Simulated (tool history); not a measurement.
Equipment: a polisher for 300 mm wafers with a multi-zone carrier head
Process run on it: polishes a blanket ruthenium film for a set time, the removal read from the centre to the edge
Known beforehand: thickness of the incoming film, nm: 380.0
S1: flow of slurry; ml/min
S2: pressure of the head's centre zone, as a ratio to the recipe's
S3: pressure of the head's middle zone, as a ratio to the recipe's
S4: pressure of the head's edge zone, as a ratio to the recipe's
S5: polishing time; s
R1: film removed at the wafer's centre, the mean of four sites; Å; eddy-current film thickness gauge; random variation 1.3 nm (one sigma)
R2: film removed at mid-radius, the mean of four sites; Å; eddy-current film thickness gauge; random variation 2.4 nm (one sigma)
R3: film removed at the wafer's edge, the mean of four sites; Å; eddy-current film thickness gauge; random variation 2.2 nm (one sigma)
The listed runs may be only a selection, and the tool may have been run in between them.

| run | hour | S1 | S2 | S3 | S4 | S5 | R1 | R2 | R3 |
|---|---|---|---|---|---|---|---|---|---|
| 1 | 0.0 | 300 | 1.00 | 1.00 | 1.00 | 86 | 1154.90 | 1209.20 | 1211.60 |
| 2 | 4.9 | 350 | 1.00 | 1.00 | 1.00 | 86 | 1181.20 | 1196.20 | 1237.00 |
| 3 | 6.1 | 350 | 1.00 | 1.00 | 0.93 | 86 | 1187.60 | 1197.60 | 1206.00 |
| 4 | 9.7 | 315 | 1.00 | 1.00 | 0.93 | 86 | 1163.60 | 1230.10 | 1167.60 |
| 5 | 13.3 | 315 | 1.00 | 1.00 | 0.93 | 70 | 945.20 | 965.94 | 983.76 |
| 6 | 16.5 | 315 | 1.03 | 1.00 | 0.93 | 70 | 965.54 | 978.24 | 966.89 |

The next listed run, before its measurement:
| 7 | 23.6 | 365 | 1.13 | 1.10 | 1.03 | 94 | ? | ? | ? |

For run 7 the tool returned R1 1454.50 Å, R2 1422.50 Å, R3 1385.70 Å.
